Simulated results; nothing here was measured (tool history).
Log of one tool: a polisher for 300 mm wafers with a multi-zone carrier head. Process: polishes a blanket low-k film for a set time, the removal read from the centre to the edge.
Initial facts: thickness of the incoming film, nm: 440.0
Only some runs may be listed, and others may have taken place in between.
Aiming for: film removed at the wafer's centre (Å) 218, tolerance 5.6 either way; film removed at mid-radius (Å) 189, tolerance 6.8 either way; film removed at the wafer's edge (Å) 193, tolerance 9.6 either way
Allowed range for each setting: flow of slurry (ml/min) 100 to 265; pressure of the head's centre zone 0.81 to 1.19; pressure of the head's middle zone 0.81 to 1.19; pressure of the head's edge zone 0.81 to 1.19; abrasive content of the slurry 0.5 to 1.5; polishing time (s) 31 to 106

| run | hour | flow of slurry (ml/min) | pressure of the head's centre zone | pressure of the head's middle zone | pressure of the head's edge zone | abrasive content of the slurry | polishing time (s) | film removed at the wafer's centre (Å) | film removed at mid-radius (Å) | film removed at the wafer's edge (Å) |
|---|---|---|---|---|---|---|---|---|---|---|
| 1 | 0 | 170 | 1 | 1 | 1 | 1 | 68 | 303.7 | 298.33 | 305.68 |
| 2 | 5.1 | 170 | 1.04 | 1 | 1 | 1 | 68 | 311.43 | 295.94 | 300.36 |
| 3 | 9.1 | 165 | 1.05 | 0.97 | 0.96 | 0.85 | 65 | 275.35 | 260.33 | 261.03 |
| 4 | 11.2 | 160 | 1.07 | 0.93 | 0.93 | 0.75 | 64 | 257.26 | 225.44 | 238.95 |
| 5 | 11.9 | 160 | 1.07 | 0.93 | 0.93 | 0.6 | 64 | 225.97 | 198.48 | 211.63 |
| 6 | 19.6 | 160 | 1.07 | 0.93 | 0.93 | 0.6 | 78 | 270.93 | 240.84 | 250.79 |
| 7 | 24.6 | 160 | 1.07 | 0.92 | 0.89 | 0.55 | 74 | 245.19 | 212.56 | 214.64 |
| 8 | 31.1 | 115 | 1.01 | 0.86 | 0.82 | 0.55 | 74 | 217.58 | 193.93 | 209.99 |

Which one of the following 4 next-run settings gets every result inside its allowed miss? There is exactly one.
| A | 37.6 | 100 | 0.94 | 0.81 | 0.88 | 0.65 | 74 | ? | ? | ? |
| B | 37.6 | 100 | 1 | 0.93 | 0.81 | 0.5 | 81 | ? | ? | ? |
| C | 37.6 | 100 | 0.98 | 0.81 | 0.89 | 0.6 | 76 | ? | ? | ? |
| D | 37.6 | 150 | 1.03 | 0.86 | 0.81 | 0.55 | 69 | ? | ? | ? |

| move | film removed at the wafer's centre (Å) | film removed at mid-radius (Å) | film removed at the wafer's edge (Å) |
|---|---|---|---|
| A | 221.48 | 202.62 | 237.99 |
| B | 217.15 | 203.43 | 210.89 |
| C | 225.59 | 197.85 | 233.63 |
| D | 221.18 | 189.51 | 202.18 |
A: moves away from the targets compared with the last run
B: moves away from the targets compared with the last run
C: moves away from the targets compared with the last run
D: in spec on every target
So the answer is move D, the one that meets all the targets.
